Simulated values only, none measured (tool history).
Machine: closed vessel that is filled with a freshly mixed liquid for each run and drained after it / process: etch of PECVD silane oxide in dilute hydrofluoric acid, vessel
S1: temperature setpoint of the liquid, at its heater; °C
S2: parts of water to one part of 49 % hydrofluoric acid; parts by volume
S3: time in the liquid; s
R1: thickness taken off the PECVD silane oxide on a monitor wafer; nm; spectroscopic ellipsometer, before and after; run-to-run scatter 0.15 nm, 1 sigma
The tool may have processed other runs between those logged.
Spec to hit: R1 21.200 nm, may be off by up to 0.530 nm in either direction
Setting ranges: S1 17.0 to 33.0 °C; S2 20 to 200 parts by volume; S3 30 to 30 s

run,hour,S1,S2,S3,R1
1,0.0,25.0,110,30,13.084
2,2.6,27.0,105,30,14.884
3,8.4,28.5,100,30,16.652
4,9.5,25.5,100,30,14.993
5,16.5,25.5,100,30,14.830
6,22.4,27.5,95,30,16.996
7,29.3,29.0,95,30,18.015
8,32.4,30.0,95,30,18.489
9,37.6,33.0,90,30,22.205
10,42.9,32.5,90,30,21.948

Exercise: of the 4 proposed moves below, exactly one satisfies all targets within the stated allowed misses. Which move is it?
A,48.2,31.5,85,30,?
B,48.2,32.5,85,30,?
C,48.2,28.5,80,30,?
D,48.2,33.0,90,30,?

move,R1
A,22.313
B,23.161
C,21.303
D,22.112
A: moves away from the targets compared with the last run
B: moves away from the targets compared with the last run
C: all results in spec
D: moves away from the targets compared with the last run
The move that meets every target is C.

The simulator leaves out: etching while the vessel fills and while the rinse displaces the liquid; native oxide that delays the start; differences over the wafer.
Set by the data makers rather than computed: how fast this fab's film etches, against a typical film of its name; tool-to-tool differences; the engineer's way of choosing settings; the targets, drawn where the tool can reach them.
